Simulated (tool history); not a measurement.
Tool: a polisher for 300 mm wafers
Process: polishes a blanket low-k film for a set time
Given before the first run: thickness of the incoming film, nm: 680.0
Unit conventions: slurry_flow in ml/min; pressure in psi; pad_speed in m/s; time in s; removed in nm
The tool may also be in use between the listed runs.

run	day	slurry_flow	pressure	pad_speed	slurry_solids	time	removed
1	0.000	315	2.2	1.18	1.00	96	48.063
2	0.138	315	2.2	1.18	1.15	96	50.895
3	0.346	315	2.2	1.18	1.00	96	46.679
4	0.604	355	2.2	1.18	1.00	96	47.793
5	0.912	355	2.1	1.18	1.00	96	45.315
6	1.154	355	2.1	1.00	1.00	96	40.762
7	1.408	355	2.0	1.00	1.00	96	40.891
8	1.492	355	1.9	0.98	1.00	96	36.053

Expected results for the next run?
# day 1.612: conditioning disc replaced and pad reconditioned
9	1.612	355	1.8	0.98	1.00	96	?

removed: 39.533 nm

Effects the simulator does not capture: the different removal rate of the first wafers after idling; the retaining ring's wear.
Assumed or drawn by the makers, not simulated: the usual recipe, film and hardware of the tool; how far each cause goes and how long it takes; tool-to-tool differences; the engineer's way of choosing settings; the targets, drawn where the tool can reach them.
